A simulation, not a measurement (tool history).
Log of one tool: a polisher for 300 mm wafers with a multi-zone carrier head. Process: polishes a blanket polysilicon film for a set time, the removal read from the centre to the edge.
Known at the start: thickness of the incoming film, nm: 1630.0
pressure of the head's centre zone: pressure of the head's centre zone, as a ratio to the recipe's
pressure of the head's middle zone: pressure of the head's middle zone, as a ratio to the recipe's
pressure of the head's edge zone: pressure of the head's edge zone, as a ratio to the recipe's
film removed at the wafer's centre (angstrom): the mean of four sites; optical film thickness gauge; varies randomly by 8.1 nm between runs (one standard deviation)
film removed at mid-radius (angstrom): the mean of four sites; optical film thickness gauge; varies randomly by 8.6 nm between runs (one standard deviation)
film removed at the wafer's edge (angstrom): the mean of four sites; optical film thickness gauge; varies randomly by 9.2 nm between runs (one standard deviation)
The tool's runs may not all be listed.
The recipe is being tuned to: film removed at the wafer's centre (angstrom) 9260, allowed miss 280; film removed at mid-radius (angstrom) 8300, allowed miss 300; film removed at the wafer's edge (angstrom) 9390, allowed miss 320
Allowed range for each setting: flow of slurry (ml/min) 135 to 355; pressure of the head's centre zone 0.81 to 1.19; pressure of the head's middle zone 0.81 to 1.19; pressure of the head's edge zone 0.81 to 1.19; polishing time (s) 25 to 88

run  hour  flow of slurry (ml/min)  pressure of the head's centre zone  pressure of the head's middle zone  pressure of the head's edge zone  polishing time (s)  film removed at the wafer's centre (angstrom)  film removed at mid-radius (angstrom)  film removed at the wafer's edge (angstrom)
  1     0                      225                                   1                                   1                                 1                  56                                         5849.7                                 5942.2                                       6236.4
  2     7                      225                                   1                                   1                              1.05                  56                                         5954.1                                 5901.1                                       6409.8
  3    11                      230                                1.02                                1.01                              1.07                  59                                         6221.9                                 6435.5                                       6657.8
  4  19.4                      230                                1.02                                1.01                              1.07                  65                                           6991                                 7105.7                                       7388.2
  5  27.6                      235                                1.03                                0.99                              1.08                  68                                         7367.8                                 7201.2                                       7775.4
  6  32.3                      280                                1.03                                0.99                              1.08                  68                                         7520.5                                 7512.6                                       7935.1
  7  39.9                      280                                1.04                                0.98                              1.09                  70                                           7846                                 7537.5                                         8319
  8  47.1                      285                                1.05                                0.98                               1.1                  71                                         7913.1                                   7801                                       8452.6
  9  51.5                      285                                1.07                                0.97                               1.1                  72                                         8213.1                                 7662.6                                       8502.1
 10  53.4                      290                                1.08                                0.97                              1.11                  73                                         8644.7                                 7891.5                                       8589.2
 11    61                      295                                1.08                                0.97                              1.12                  74                                         8673.4                                 7827.2                                       8766.6
 12    63                      300                                1.08                                0.97                              1.12                  75                                         8759.2                                 8108.2                                       8953.7
 13    69                      300                                1.08                                0.97                              1.12                  76                                         8937.9                                 8171.8                                       9079.3
 14  74.1                      305                                1.08                                0.97                              1.12                  76                                         8909.7                                 8163.5                                       9096.8

Exactly one of the 4 candidate moves below puts every result within its allowed miss. Which one?
  A  79.2                      285                                1.12                                0.97                              1.17                  78                                              ?                                      ?                                            ?
  B  79.2                      310                                1.12                                1.02                              1.08                  76                                              ?                                      ?                                            ?
  C  79.2                      315                                 1.1                                   1                              1.07                  76                                              ?                                      ?                                            ?
  D  79.2                      300                                1.11                                1.01                              1.06                  76                                              ?                                      ?                                            ?

move  film removed at the wafer's centre (angstrom)  film removed at mid-radius (angstrom)  film removed at the wafer's edge (angstrom)
   A                                         9335.6                                 8342.7                                       9510.7
   B                                         9175.5                                 8545.8                                       8940.2
   C                                           9023                                 8416.5                                       8910.4
   D                                         9063.5                                 8451.3                                         8839
A: meets every target
B: the worst result of the last run now meets its target, but another is out of spec
C: the worst result of the last run now meets its target, but another is out of spec
D: the worst result of the last run now meets its target, but another is out of spec
So the answer is move A, the one that meets all the targets.

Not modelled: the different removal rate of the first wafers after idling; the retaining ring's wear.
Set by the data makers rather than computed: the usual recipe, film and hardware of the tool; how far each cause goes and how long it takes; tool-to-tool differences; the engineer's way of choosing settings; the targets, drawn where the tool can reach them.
